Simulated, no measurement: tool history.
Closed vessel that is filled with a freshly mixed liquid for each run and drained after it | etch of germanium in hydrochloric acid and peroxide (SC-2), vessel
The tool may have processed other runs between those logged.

run,hour,temperature setpoint of the liquid (°C),parts of water to one part each of 37 % hydrochloric acid and 30 % peroxide (parts by volume),time in the liquid (s),thickness taken off the germanium on a monitor wafer (Å)
1,0.0,51.0,6.5,105,3619.1
2,7.6,57.5,6.5,105,4439.4
3,9.9,53.5,6.5,105,3920.4
4,16.8,59.0,6.5,105,4620.1
5,20.2,59.0,8.0,105,4551.7
6,22.3,59.0,9.5,105,4466.9
7,24.4,55.0,9.5,105,3977.8
8,28.2,51.5,9.5,105,3591.1
9,32.6,48.5,9.5,105,3261.7
10,35.1,46.5,9.5,105,3058.4
11,39.2,45.0,9.5,105,2926.7
12,44.6,43.5,9.5,105,2781.4
13,49.0,43.5,9.5,105,2782.7

Forecast run 14:
14,49.9,42.5,9.5,105,?

thickness taken off the germanium on a monitor wafer (Å): 2681.7

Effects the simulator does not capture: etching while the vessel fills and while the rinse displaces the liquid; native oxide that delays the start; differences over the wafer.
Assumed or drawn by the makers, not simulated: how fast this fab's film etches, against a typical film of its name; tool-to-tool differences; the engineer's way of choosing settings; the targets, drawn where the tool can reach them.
